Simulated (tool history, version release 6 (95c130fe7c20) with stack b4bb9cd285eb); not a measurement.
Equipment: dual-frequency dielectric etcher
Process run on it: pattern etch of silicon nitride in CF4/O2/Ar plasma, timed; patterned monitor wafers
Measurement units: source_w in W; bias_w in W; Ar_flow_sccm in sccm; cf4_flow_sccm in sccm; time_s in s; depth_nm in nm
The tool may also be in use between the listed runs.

run  hour  source_w  bias_w  Ar_flow_sccm  cf4_flow_sccm  time_s  depth_nm
  1     0       540      68            75             85   487.5    1142.6
  2   1.4       540      59            75             85   487.5    1092.7
  3   4.5       570      59            75             85   487.5    1144.3
  4  10.2       570      59            75             85   487.5    1143.4
  5  14.5       570      59            63             85   487.5    1162.9
  6  17.6       570      59            63             85   510.5    1219.4

What will run 7 give?
  7  24.7       580      59            63             85   510.5         ?

{"run 7": {"depth_nm": 1240}}
